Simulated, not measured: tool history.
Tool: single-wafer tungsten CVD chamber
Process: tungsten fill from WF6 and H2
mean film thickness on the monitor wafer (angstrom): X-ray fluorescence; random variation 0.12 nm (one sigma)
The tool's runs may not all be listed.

run,day,heater temperature setpoint (K),chamber pressure (Pa),deposition time (s),mean film thickness on the monitor wafer (angstrom)
1,0.000,658.15,4346,14.6,326.51
2,0.083,659.15,4346,14.6,337.33
3,0.238,653.15,4346,14.6,292.69
4,0.604,653.15,4346,13.8,276.76
5,0.742,653.15,3613,13.8,254.00
6,0.929,653.15,3613,13.8,252.31
7,1.200,657.15,3626,13.8,278.65
8,1.338,660.15,3626,13.8,297.43
9,1.612,662.15,3626,13.8,312.91

Forecast run 10:
10,1.800,672.15,3653,13.8,?

mean film thickness on the monitor wafer (angstrom): 387.38
